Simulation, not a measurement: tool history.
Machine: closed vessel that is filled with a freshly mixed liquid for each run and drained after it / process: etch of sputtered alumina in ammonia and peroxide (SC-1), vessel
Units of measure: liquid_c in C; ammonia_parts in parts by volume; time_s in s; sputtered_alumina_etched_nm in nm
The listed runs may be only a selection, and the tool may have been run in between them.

run  hour  liquid_c  ammonia_parts  time_s  sputtered_alumina_etched_nm
  1     0        55            0.8     195                       14.726
  2   8.9      53.5            0.8     195                       13.578
  3  18.2      49.5            0.8     195                       10.801
  4  21.8      49.5           1.05     195                       10.985
  5  24.4      49.5           1.05     145                       8.2468
  6  28.3        50           1.05     145                       8.4817
  7  32.6      50.5           1.05     145                       8.6385

Estimate the outcome of run 8 from the log above:
  8  37.2        51           1.05     145                            ?

Logged for run 8: sputtered_alumina_etched_nm 8.9697 nm.

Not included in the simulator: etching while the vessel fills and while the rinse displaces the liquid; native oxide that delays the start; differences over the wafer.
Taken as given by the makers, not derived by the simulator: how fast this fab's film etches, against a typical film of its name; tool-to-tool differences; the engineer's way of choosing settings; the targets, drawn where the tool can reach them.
